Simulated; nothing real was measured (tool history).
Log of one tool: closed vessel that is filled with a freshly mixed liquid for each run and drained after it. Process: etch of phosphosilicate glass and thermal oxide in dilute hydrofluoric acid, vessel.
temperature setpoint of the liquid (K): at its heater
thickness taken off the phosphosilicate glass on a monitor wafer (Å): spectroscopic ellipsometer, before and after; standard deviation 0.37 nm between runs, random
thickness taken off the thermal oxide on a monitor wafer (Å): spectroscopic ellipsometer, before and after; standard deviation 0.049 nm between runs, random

run,day,temperature setpoint of the liquid (K),parts of water to one part of 49 % hydrofluoric acid (parts by volume),time in the liquid (s),thickness taken off the phosphosilicate glass on a monitor wafer (Å),thickness taken off the thermal oxide on a monitor wafer (Å)
1,0.000,297.15,255,105,429.17,15.5550
2,0.192,298.15,250,105,453.00,16.1930
3,0.292,298.15,250,90,386.96,14.2550
4,0.642,301.15,250,90,431.84,15.2990
5,0.779,301.15,250,45,213.91,7.4368
6,0.929,301.15,230,45,237.57,8.7811
7,1.121,301.65,215,50,296.52,10.9210
8,1.479,301.65,215,50,291.18,10.7510
9,1.696,301.65,215,50,293.61,10.5820
10,1.912,302.15,200,50,323.42,11.7320
11,2.117,302.65,185,50,365.76,13.2770
12,2.458,303.15,175,50,401.56,14.4670
13,2.775,303.15,165,50,427.52,15.3100
14,2.833,303.15,155,50,464.73,16.7360
15,2.946,303.15,150,50,484.31,17.6280
16,3.071,303.15,145,50,504.94,17.5710
17,3.125,303.15,140,50,521.76,18.8050
18,3.258,303.15,135,50,545.83,19.6880
19,3.283,303.15,130,50,572.31,20.2840
20,3.417,303.15,125,50,598.02,21.7120
21,3.696,303.15,120,50,625.69,22.7070
22,3.733,303.15,115,50,652.24,23.7530

Forecast run 23:
23,3.846,303.65,105,50,?,?

For run 23 the tool returned thickness taken off the phosphosilicate glass on a monitor wafer (Å) 743.57, thickness taken off the thermal oxide on a monitor wafer (Å) 27.1610.
